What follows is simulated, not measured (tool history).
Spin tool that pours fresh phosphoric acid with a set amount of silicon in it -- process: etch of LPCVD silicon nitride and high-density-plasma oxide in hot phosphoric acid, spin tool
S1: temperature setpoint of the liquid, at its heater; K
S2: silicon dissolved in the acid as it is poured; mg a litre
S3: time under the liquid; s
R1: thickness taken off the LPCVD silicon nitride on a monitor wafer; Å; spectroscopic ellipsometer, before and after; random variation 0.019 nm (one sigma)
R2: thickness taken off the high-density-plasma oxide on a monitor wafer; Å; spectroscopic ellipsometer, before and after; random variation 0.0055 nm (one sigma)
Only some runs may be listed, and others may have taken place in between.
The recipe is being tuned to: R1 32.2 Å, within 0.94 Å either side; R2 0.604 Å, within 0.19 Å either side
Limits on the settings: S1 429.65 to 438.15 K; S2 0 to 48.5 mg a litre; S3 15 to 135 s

| run | hour | S1 | S2 | S3 | R1 | R2 |
|---|---|---|---|---|---|---|
| 1 | 0 | 433.15 | 21.5 | 70 | 50.953 | 2.5309 |
| 2 | 6.2 | 433.15 | 12 | 70 | 50.542 | 2.662 |
| 3 | 13.8 | 431.15 | 12 | 70 | 47.565 | 3.0913 |
| 4 | 22.8 | 431.15 | 12 | 95 | 65.208 | 3.9086 |
| 5 | 25.8 | 431.15 | 12 | 115 | 78.479 | 4.4812 |
| 6 | 31 | 430.15 | 12 | 115 | 75.147 | 3.6088 |
| 7 | 34.9 | 429.65 | 25.5 | 85 | 54.5 | 1.8117 |
| 8 | 36.1 | 429.65 | 29 | 75 | 48.741 | 1.2764 |
| 9 | 44.8 | 429.65 | 29 | 75 | 48.77 | 1.5025 |
| 10 | 49.7 | 429.65 | 32 | 70 | 44.758 | 1.4428 |
| 11 | 54 | 429.65 | 35 | 65 | 41.878 | 1.1033 |
| 12 | 60.7 | 429.65 | 37 | 60 | 39.117 | 0.76793 |
| 13 | 63.5 | 429.65 | 37 | 55 | 35.429 | 0.74841 |

Exactly one of the 5 candidate moves below puts every result within its allowed miss. Which one?
| A | 66.3 | 430.65 | 15.5 | 45 | ? | ? |
| B | 66.3 | 429.65 | 40 | 50 | ? | ? |
| C | 66.3 | 429.65 | 40.5 | 55 | ? | ? |
| D | 66.3 | 431.15 | 39.5 | 50 | ? | ? |
| E | 66.3 | 431.15 | 41 | 45 | ? | ? |

| move | R1 | R2 |
|---|---|---|
| A | 30.007 | 1.3989 |
| B | 32.225 | 0.54752 |
| C | 35.448 | 0.5822 |
| D | 33.912 | 0.63318 |
| E | 30.521 | 0.51472 |
A: takes the result that was furthest off past its target
B: each result inside its tolerance
C: no better and no worse than the last run
D: closer than the last run, but not yet in spec
E: takes the result that was furthest off past its target
Answer: B

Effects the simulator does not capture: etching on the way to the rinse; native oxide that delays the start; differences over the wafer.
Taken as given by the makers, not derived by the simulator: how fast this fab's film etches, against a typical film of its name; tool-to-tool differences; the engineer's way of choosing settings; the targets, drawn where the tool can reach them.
